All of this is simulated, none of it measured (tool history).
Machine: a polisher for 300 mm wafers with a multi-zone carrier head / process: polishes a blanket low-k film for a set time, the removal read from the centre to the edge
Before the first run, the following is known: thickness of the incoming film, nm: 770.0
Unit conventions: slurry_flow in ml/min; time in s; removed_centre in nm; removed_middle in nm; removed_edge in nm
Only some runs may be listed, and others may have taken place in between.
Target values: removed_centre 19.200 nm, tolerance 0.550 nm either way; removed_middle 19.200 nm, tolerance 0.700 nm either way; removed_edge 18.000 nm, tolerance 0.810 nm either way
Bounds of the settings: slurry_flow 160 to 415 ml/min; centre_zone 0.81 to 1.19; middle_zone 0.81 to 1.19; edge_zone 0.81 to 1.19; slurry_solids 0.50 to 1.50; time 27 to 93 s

Run 1, hour 0.0: slurry_flow 265 ml/min, centre_zone 1.00, middle_zone 1.00, edge_zone 1.00, slurry_solids 1.00, time 59 s. Result: removed_centre 26.460 nm, removed_middle 26.760 nm, removed_edge 27.774 nm.
Run 2, hour 3.7: slurry_flow 270 ml/min, centre_zone 1.00, middle_zone 1.00, edge_zone 0.98, slurry_solids 0.90, time 58 s. Result: removed_centre 24.660 nm, removed_middle 25.253 nm, removed_edge 25.920 nm.
Run 3, hour 5.5: slurry_flow 270 ml/min, centre_zone 1.00, middle_zone 1.00, edge_zone 0.98, slurry_solids 0.90, time 72 s. Result: removed_centre 30.868 nm, removed_middle 32.121 nm, removed_edge 32.338 nm.
Run 4, hour 6.9: slurry_flow 270 ml/min, centre_zone 1.01, middle_zone 1.00, edge_zone 0.96, slurry_solids 0.85, time 69 s. Result: removed_centre 28.518 nm, removed_middle 29.346 nm, removed_edge 29.120 nm.
At hour 13.3: slurry nozzle cleaned.
Run 5, hour 13.3: slurry_flow 265 ml/min, centre_zone 1.01, middle_zone 0.99, edge_zone 0.94, slurry_solids 0.80, time 67 s. Result: removed_centre 27.907 nm, removed_middle 28.045 nm, removed_edge 27.552 nm.
Run 6, hour 21.2: slurry_flow 265 ml/min, centre_zone 1.01, middle_zone 0.99, edge_zone 0.94, slurry_solids 0.80, time 73 s. Result: removed_centre 30.027 nm, removed_middle 31.073 nm, removed_edge 29.575 nm.
Run 7, hour 29.6: slurry_flow 260 ml/min, centre_zone 1.00, middle_zone 0.97, edge_zone 0.92, slurry_solids 0.75, time 70 s. Result: removed_centre 27.647 nm, removed_middle 27.553 nm, removed_edge 28.137 nm.
Run 8, hour 30.6: slurry_flow 265 ml/min, centre_zone 1.00, middle_zone 0.98, edge_zone 0.91, slurry_solids 0.70, time 67 s. Result: removed_centre 25.624 nm, removed_middle 25.405 nm, removed_edge 26.073 nm.
Run 9, hour 31.2: slurry_flow 260 ml/min, centre_zone 1.01, middle_zone 1.00, edge_zone 0.89, slurry_solids 0.65, time 65 s. Result: removed_centre 23.869 nm, removed_middle 24.036 nm, removed_edge 22.924 nm.
Run 10, hour 33.6: slurry_flow 255 ml/min, centre_zone 1.01, middle_zone 1.00, edge_zone 0.88, slurry_solids 0.65, time 64 s. Result: removed_centre 23.528 nm, removed_middle 23.551 nm, removed_edge 22.446 nm.
Run 11, hour 39.0: slurry_flow 250 ml/min, centre_zone 1.01, middle_zone 1.00, edge_zone 0.87, slurry_solids 0.65, time 63 s. Result: removed_centre 22.713 nm, removed_middle 23.453 nm, removed_edge 22.781 nm.
Run 12, hour 42.4: slurry_flow 260 ml/min, centre_zone 1.01, middle_zone 1.00, edge_zone 0.87, slurry_solids 0.65, time 62 s. Result: removed_centre 22.825 nm, removed_middle 23.045 nm, removed_edge 22.034 nm.
Run 13, hour 50.3: slurry_flow 260 ml/min, centre_zone 1.01, middle_zone 1.00, edge_zone 0.86, slurry_solids 0.65, time 61 s. Result: removed_centre 22.635 nm, removed_middle 22.660 nm, removed_edge 21.587 nm.
Run 14, hour 56.1: slurry_flow 255 ml/min, centre_zone 1.01, middle_zone 1.00, edge_zone 0.85, slurry_solids 0.65, time 60 s. Result: removed_centre 21.897 nm, removed_middle 21.919 nm, removed_edge 20.371 nm.
Run 15, hour 57.2: slurry_flow 250 ml/min, centre_zone 1.01, middle_zone 1.00, edge_zone 0.84, slurry_solids 0.65, time 60 s. Result: removed_centre 21.970 nm, removed_middle 22.424 nm, removed_edge 21.173 nm.
Run 16, hour 62.9: slurry_flow 315 ml/min, centre_zone 1.01, middle_zone 0.99, edge_zone 0.85, slurry_solids 0.50, time 54 s. Result: removed_centre 16.917 nm, removed_middle 17.156 nm, removed_edge 16.011 nm.
Run 17, hour 71.2: slurry_flow 300 ml/min, centre_zone 1.02, middle_zone 1.00, edge_zone 0.86, slurry_solids 0.50, time 54 s. Result: removed_centre 17.006 nm, removed_middle 16.766 nm, removed_edge 15.954 nm.
Run 18, hour 72.1: slurry_flow 290 ml/min, centre_zone 1.02, middle_zone 1.00, edge_zone 0.85, slurry_solids 0.50, time 54 s. Result: removed_centre 17.024 nm, removed_middle 16.821 nm, removed_edge 16.129 nm.
Run 19, hour 75.2: slurry_flow 280 ml/min, centre_zone 1.02, middle_zone 1.00, edge_zone 0.85, slurry_solids 0.50, time 54 s. Result: removed_centre 16.721 nm, removed_middle 17.264 nm, removed_edge 16.121 nm.

Exercise: of the 4 proposed moves below, exactly one satisfies all targets within the stated allowed misses. Which move is it?
Run A, hour 78.3: slurry_flow 200 ml/min, centre_zone 0.95, middle_zone 1.00, edge_zone 1.03, slurry_solids 0.50, time 50 s. Result: removed_centre ?, removed_middle ?, removed_edge ?.
Run B, hour 78.3: slurry_flow 265 ml/min, centre_zone 0.92, middle_zone 1.17, edge_zone 0.86, slurry_solids 0.50, time 56 s. Result: removed_centre ?, removed_middle ?, removed_edge ?.
Run C, hour 78.3: slurry_flow 285 ml/min, centre_zone 1.01, middle_zone 1.01, edge_zone 0.86, slurry_solids 0.60, time 54 s. Result: removed_centre ?, removed_middle ?, removed_edge ?.
Run D, hour 78.3: slurry_flow 200 ml/min, centre_zone 0.98, middle_zone 1.01, edge_zone 0.96, slurry_solids 0.55, time 56 s. Result: removed_centre ?, removed_middle ?, removed_edge ?.

move  removed_centre  removed_middle  removed_edge
   A          14.109          15.443        15.932
   B          15.701          20.218        16.627
   C          18.935          19.620        18.322
   D          17.442          18.671        18.462
A: the biggest miss grows against the last run
B: the biggest miss grows against the last run
C: all results in spec
D: moves toward the targets from the last run without getting all of them in spec
Go with C: it meets all targets.
